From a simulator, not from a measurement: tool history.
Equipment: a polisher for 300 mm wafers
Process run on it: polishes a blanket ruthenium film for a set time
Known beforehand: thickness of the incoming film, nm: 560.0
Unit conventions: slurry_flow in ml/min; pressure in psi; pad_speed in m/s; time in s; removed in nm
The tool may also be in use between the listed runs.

run	hour	slurry_flow	pressure	pad_speed	time	removed
1	0	205	2.4	1.06	36	58.765
2	1.9	205	2.7	1.06	36	63.87
3	3.9	205	2.7	1.06	36	63.573
4	11.6	205	3	1.08	36	71.021
5	20.6	205	3.2	1.08	36	75.449
6	23.7	205	3.2	1.08	32	67.526
7	30.7	205	3.3	1.12	32	71.709
# hour 37.5: slurry nozzle cleaned
8	37.5	205	3.4	1.16	32	76.798

Estimate the outcome of run 9 from the log above:
9	40.1	205	3.7	1.2	32	?

{"run 9": {"removed": 86.278}}
